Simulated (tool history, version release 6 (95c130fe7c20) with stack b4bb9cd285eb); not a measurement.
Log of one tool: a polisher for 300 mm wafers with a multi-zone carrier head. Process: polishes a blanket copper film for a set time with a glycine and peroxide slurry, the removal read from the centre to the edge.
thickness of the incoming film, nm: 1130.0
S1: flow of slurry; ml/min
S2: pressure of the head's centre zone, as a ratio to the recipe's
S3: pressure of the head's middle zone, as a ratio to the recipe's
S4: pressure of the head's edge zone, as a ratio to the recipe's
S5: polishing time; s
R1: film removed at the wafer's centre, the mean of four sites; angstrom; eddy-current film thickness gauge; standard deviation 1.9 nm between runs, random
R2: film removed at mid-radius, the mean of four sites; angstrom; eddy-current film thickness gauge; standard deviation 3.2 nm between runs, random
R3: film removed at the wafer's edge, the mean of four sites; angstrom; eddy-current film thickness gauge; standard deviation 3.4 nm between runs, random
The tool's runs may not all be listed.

run    day   S1    S2    S3    S4  S5      R1      R2      R3
  1  0.000  305  1.00  1.00  1.00  53  3243.1  3246.4  3221.4
  2  0.300  305  0.98  0.99  1.03  54  3223.0  3232.4  3277.8
  3  0.325  305  0.98  1.04  1.03  54  3216.9  3331.3  3267.5
  4  0.621  305  0.98  0.96  1.03  54  3256.3  3217.5  3310.9
  5  0.896  300  0.96  0.95  1.06  55  3243.4  3267.9  3399.3
  6  1.171  295  0.94  0.93  1.08  56  3243.7  3218.2  3455.6

Estimate the outcome of run 7 from the log above:
  7  1.279  290  0.84  0.95  1.18  59   ?   ?   ?

R1: 3018.7 angstrom
R2: 3460.9 angstrom
R3: 3907.0 angstrom
